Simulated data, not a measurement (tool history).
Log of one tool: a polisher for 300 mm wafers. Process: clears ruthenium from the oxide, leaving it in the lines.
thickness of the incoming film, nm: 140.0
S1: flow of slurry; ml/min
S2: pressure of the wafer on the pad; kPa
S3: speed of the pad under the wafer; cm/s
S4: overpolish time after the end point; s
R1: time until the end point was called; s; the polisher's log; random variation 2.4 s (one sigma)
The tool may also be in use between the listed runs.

| run | hour | S1 | S2 | S3 | S4 | R1 |
|---|---|---|---|---|---|---|
| 1 | 0.0 | 240 | 16.5 | 128 | 43 | 96.093 |
| 2 | 6.0 | 240 | 16.5 | 148 | 43 | 84.082 |
| 3 | 14.3 | 265 | 16.5 | 148 | 43 | 88.085 |
| 4 | 20.7 | 265 | 15.9 | 148 | 43 | 86.960 |
| 5 | 22.9 | 265 | 15.2 | 146 | 43 | 93.475 |
| 6 | 30.5 | 300 | 15.2 | 146 | 43 | 94.081 |

Forecast run 7:
| 7 | 34.9 | 300 | 14.5 | 146 | 43 | ? |

R1: 94.001 s

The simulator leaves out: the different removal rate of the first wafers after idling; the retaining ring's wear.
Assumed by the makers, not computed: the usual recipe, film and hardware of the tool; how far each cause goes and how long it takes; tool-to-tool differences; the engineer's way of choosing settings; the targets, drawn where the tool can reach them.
